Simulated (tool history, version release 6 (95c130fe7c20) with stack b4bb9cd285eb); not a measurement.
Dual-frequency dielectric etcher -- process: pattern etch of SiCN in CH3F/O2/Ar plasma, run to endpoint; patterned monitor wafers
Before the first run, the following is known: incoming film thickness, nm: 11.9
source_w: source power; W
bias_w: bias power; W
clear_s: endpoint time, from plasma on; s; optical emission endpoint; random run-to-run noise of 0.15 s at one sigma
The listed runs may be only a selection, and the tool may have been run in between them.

run 1 day=0 | source_w=510 bias_w=69 | clear_s=28.057
run 2 day=0.112 | source_w=480 bias_w=67 | clear_s=29.364
run 3 day=0.208 | source_w=460 bias_w=67 | clear_s=30.139
run 4 day=0.283 | source_w=550 bias_w=67 | clear_s=27.286
run 5 day=0.504 | source_w=600 bias_w=67 | clear_s=26.198
run 6 day=0.667 | source_w=600 bias_w=76 | clear_s=24.775

Run 7, settings as shown, results not yet in. Your forecast:
run 7 day=0.775 | source_w=550 bias_w=74 | clear_s=?

clear_s: 26.473 s

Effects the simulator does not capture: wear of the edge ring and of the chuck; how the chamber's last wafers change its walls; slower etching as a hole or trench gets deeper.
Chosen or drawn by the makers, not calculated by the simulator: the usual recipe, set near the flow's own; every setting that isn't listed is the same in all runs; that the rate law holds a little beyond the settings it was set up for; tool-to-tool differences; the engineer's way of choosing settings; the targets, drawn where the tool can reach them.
